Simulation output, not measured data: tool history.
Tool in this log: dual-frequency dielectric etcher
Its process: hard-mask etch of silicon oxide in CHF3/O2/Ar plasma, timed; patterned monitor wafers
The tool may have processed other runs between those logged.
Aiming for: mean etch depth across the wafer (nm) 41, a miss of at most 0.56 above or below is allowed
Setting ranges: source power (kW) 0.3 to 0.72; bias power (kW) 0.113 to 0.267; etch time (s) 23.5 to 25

run  hour  source power (kW)  bias power (kW)  etch time (s)  mean etch depth across the wafer (nm)
  1     0               0.51             0.19           23.5                                  46.35
  2     5               0.51             0.19             25                                 49.103
  3  12.5               0.51            0.176             25                                 48.621
  4  14.7               0.45            0.176             25                                 46.297
  5  20.8               0.41            0.176             25                                 44.003
  6  27.4                0.4            0.176             25                                 43.735
  7    30               0.39            0.176             25                                 43.233
  8  33.1               0.38            0.176             25                                 42.644
  9  37.3               0.37            0.176             25                                 42.153
 10  42.4               0.36            0.176             25                                 41.487

Which one of the following 4 next-run settings gets every result inside its allowed miss? There is exactly one.
  A  47.5               0.36            0.156             25                                      ?
  B  47.5               0.44            0.167           23.5                                      ?
  C  47.5               0.36            0.184             25                                      ?
  D  47.5               0.41            0.172             24                                      ?

move  mean etch depth across the wafer (nm)
   A                                  40.76
   B                                 42.349
   C                                  41.95
   D                                 42.149
A: each result inside its tolerance
B: further off than the last run
C: further off than the last run
D: further off than the last run
The move that meets every target is A.
